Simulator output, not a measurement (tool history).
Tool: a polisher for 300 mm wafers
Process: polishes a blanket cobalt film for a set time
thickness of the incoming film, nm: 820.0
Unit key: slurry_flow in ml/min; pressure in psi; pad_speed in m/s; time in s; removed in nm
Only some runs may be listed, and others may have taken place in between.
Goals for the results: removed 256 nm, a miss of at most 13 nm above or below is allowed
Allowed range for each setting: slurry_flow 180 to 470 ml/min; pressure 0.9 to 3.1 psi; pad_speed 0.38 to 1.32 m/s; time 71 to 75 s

| run | day | slurry_flow | pressure | pad_speed | time | removed |
|---|---|---|---|---|---|---|
| 1 | 0 | 300 | 2 | 0.84 | 71 | 311.2 |
| 2 | 0.15 | 300 | 2.5 | 0.84 | 71 | 384.37 |
| 3 | 0.238 | 300 | 2.3 | 0.84 | 71 | 348.38 |
| 4 | 0.296 | 300 | 2.2 | 0.84 | 71 | 335.64 |
| 5 | 0.325 | 300 | 2.2 | 0.84 | 75 | 359.65 |
| 6 | 0.404 | 300 | 2 | 0.84 | 75 | 324.46 |
| 7 | 0.721 | 300 | 1.9 | 0.84 | 75 | 312.77 |
| 8 | 0.946 | 300 | 1.4 | 0.82 | 75 | 220.14 |
| 9 | 1.042 | 300 | 1.5 | 0.82 | 75 | 232.6 |

5 candidate next runs follow, results not yet known. Just one meets every target within its allowed miss. Identify it.
| A | 1.138 | 225 | 1.8 | 0.86 | 73 | ? |
| B | 1.138 | 310 | 1.6 | 0.94 | 75 | ? |
| C | 1.138 | 355 | 1.6 | 0.8 | 75 | ? |
| D | 1.138 | 265 | 2 | 0.74 | 75 | ? |
| E | 1.138 | 280 | 1.8 | 0.82 | 75 | ? |

| move | removed |
|---|---|
| A | 283.82 |
| B | 296.95 |
| C | 257.88 |
| D | 286.2 |
| E | 287.59 |
A: takes the result that was furthest off past its target
B: takes the result that was furthest off past its target
C: every result within its allowed miss
D: takes the result that was furthest off past its target
E: takes the result that was furthest off past its target
C meets every target.
